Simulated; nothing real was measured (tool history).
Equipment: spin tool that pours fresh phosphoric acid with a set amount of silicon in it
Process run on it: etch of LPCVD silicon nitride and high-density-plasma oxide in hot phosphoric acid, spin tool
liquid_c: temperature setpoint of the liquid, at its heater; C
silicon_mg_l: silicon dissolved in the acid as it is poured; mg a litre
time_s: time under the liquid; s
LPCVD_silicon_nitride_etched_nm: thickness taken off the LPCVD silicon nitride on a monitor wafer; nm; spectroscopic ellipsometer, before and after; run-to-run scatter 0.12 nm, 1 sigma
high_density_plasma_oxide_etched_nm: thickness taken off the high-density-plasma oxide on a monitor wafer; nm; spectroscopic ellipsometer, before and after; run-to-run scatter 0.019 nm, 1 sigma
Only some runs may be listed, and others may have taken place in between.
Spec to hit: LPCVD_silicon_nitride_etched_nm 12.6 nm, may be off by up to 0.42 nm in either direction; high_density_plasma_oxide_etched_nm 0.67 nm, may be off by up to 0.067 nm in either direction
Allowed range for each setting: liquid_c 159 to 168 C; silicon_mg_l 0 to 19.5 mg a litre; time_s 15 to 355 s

run,hour,liquid_c,silicon_mg_l,time_s,LPCVD_silicon_nitride_etched_nm,high_density_plasma_oxide_etched_nm
1,0,164,8.5,180,16.858,0.8776
2,1.2,163.5,7.5,175,16.356,0.85882
3,2.2,165.5,7.5,175,16.951,1.04
4,3.6,165.5,4,175,17.267,1.0655
# hour 6.8: thermometer replaced
5,6.8,165,4.5,165,17.188,1.0982
6,14.9,165,1,165,17.345,1.1886
7,20.4,165,2.5,160,16.928,1.1134
8,27.5,165,4,155,16.227,1.13
9,29.6,165,4,155,16.135,1.0852

Next run, 5 choices. One meets every target within its allowed miss, the rest don't. Which?
A,31.7,166,2,190,?,?
B,31.7,165.5,2.5,110,?,?
C,31.7,162.5,11.5,130,?,?
D,31.7,166,3,110,?,?
E,31.7,164,9.5,115,?,?

move,LPCVD_silicon_nitride_etched_nm,high_density_plasma_oxide_etched_nm
A,20.991,1.4984
B,11.955,0.82885
C,12.798,0.65248
D,12.153,0.85112
E,11.898,0.6736
A: the biggest miss grows against the last run
B: takes the result that was furthest off past its target
C: every result lands within tolerance
D: takes the result that was furthest off past its target
E: takes the result that was furthest off past its target
The right move is C.
